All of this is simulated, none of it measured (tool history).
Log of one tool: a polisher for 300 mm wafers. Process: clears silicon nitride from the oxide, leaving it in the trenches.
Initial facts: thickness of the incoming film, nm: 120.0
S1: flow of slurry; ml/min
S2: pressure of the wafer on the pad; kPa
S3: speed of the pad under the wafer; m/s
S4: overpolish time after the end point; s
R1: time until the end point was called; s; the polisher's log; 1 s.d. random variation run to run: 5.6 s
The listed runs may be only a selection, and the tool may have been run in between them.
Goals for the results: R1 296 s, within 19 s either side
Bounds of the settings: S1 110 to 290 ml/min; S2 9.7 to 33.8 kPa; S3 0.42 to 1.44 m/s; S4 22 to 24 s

run 1 hour=0 | S1=185 S2=21.4 S3=0.92 S4=22 | R1=130.11
run 2 hour=3.5 | S1=185 S2=18.6 S3=0.86 S4=22 | R1=164.81
run 3 hour=11.8 | S1=185 S2=20.7 S3=0.86 S4=22 | R1=142.7
run 4 hour=18.8 | S1=185 S2=20.7 S3=0.86 S4=22 | R1=146.25
run 5 hour=23.5 | S1=185 S2=20.7 S3=0.72 S4=22 | R1=170.69
run 6 hour=28.2 | S1=185 S2=20.7 S3=0.72 S4=24 | R1=169.56
run 7 hour=29.6 | S1=185 S2=18.6 S3=0.7 S4=24 | R1=201.68
run 8 hour=30.7 | S1=185 S2=17.2 S3=0.7 S4=24 | R1=205.8
run 9 hour=38.7 | S1=185 S2=15.2 S3=0.68 S4=24 | R1=247.04
run 10 hour=40.2 | S1=185 S2=14.5 S3=0.68 S4=24 | R1=252.91
run 11 hour=42 | S1=185 S2=11 S3=0.66 S4=24 | R1=344.73
run 12 hour=49.7 | S1=185 S2=11.7 S3=0.66 S4=24 | R1=322.28

Which of these 4 next moves meets every target?
run A hour=57.4 | S1=160 S2=17.2 S3=0.42 S4=23 | R1=?
run B hour=57.4 | S1=215 S2=10.3 S3=0.7 S4=22 | R1=?
run C hour=57.4 | S1=210 S2=12.4 S3=0.68 S4=23 | R1=?
run D hour=57.4 | S1=195 S2=9.7 S3=0.74 S4=23 | R1=?

move=A R1=339.02
move=B R1=325.49
move=C R1=282.61
move=D R1=333.58
A: lands further from the targets than the last run did
B: lands further from the targets than the last run did
C: all results land within tolerance of their targets
D: lands further from the targets than the last run did
Move C is the one to make.
